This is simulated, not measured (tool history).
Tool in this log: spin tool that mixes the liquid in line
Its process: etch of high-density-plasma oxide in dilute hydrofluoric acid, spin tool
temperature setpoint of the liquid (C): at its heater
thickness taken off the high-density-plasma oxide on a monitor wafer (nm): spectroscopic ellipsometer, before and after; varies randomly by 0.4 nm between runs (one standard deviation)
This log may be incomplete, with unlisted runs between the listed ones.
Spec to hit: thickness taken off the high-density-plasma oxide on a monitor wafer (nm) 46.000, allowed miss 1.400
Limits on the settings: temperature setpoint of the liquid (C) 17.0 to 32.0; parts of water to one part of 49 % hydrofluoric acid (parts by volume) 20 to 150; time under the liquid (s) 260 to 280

run,hour,temperature setpoint of the liquid (C),parts of water to one part of 49 % hydrofluoric acid (parts by volume),time under the liquid (s),thickness taken off the high-density-plasma oxide on a monitor wafer (nm)
1,0.0,24.0,85,260,18.369
2,1.3,24.0,115,260,12.871
3,7.9,26.5,115,260,14.132
4,16.8,24.5,115,260,13.168
5,22.6,24.5,115,280,14.317
6,24.3,25.5,105,280,16.350
7,29.5,26.5,95,280,19.141
8,33.1,27.0,85,280,21.875
9,38.5,27.5,80,280,24.212

Consider the 4 candidate settings below. Which is the only one whose results all fall within their allowed miss of target?
A,43.9,30.5,50,280,?
B,43.9,29.5,65,260,?
C,43.9,32.0,35,280,?
D,43.9,24.5,130,280,?

move,thickness taken off the high-density-plasma oxide on a monitor wafer (nm)
A,45.586
B,30.612
C,70.743
D,12.464
A: every result lands within tolerance
B: closes in on the targets versus the last run, not all within tolerance yet
C: takes the result that was furthest off past its target
D: misses by more than the last run did
A meets every target.
